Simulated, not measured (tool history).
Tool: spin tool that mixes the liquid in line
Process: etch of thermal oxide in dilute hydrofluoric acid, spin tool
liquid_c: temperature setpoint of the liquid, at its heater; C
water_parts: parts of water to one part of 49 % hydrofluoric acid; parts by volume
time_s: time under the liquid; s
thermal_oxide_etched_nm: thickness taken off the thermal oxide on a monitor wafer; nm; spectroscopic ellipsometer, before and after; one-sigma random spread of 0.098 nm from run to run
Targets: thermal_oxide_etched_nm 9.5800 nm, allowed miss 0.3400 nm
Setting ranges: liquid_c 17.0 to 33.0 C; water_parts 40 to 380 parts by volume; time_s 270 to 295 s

| run | hour | liquid_c | water_parts | time_s | thermal_oxide_etched_nm |
|---|---|---|---|---|---|
| 1 | 0.0 | 25.0 | 210 | 270 | 5.8182 |
| 2 | 4.7 | 23.5 | 210 | 270 | 5.6417 |
| 3 | 10.8 | 25.5 | 210 | 270 | 6.1057 |
| 4 | 16.9 | 25.5 | 165 | 270 | 8.1439 |
| 5 | 17.5 | 25.5 | 115 | 270 | 12.3910 |
| 6 | 23.4 | 25.5 | 85 | 270 | 17.0680 |
| 7 | 26.3 | 25.5 | 85 | 270 | 17.4490 |
| 8 | 33.8 | 25.5 | 85 | 270 | 17.5640 |
| 9 | 41.0 | 21.5 | 155 | 270 | 7.5474 |
| 10 | 46.8 | 22.0 | 155 | 270 | 7.6100 |
| 11 | 51.0 | 22.5 | 155 | 270 | 7.6685 |
| 12 | 52.7 | 23.0 | 155 | 270 | 7.8564 |
| 13 | 59.4 | 23.5 | 155 | 270 | 8.2089 |
| 14 | 66.5 | 24.0 | 155 | 270 | 8.1926 |
| 15 | 72.6 | 24.5 | 155 | 270 | 8.3932 |
| 16 | 77.5 | 25.0 | 155 | 270 | 8.7258 |

Which of these 4 next moves meets every target?
| A | 82.4 | 24.0 | 135 | 285 | ? |
| B | 82.4 | 24.0 | 145 | 270 | ? |
| C | 82.4 | 25.0 | 140 | 270 | ? |
| D | 82.4 | 21.0 | 150 | 280 | ? |

| move | thermal_oxide_etched_nm |
|---|---|
| A | 10.1870 |
| B | 8.8817 |
| C | 9.6134 |
| D | 7.8796 |
A: pushes the last run's worst result past its target
B: nearer than the last run, and not there yet
C: each result inside its tolerance
D: moves away from the targets compared with the last run
Go with C: it meets all targets.

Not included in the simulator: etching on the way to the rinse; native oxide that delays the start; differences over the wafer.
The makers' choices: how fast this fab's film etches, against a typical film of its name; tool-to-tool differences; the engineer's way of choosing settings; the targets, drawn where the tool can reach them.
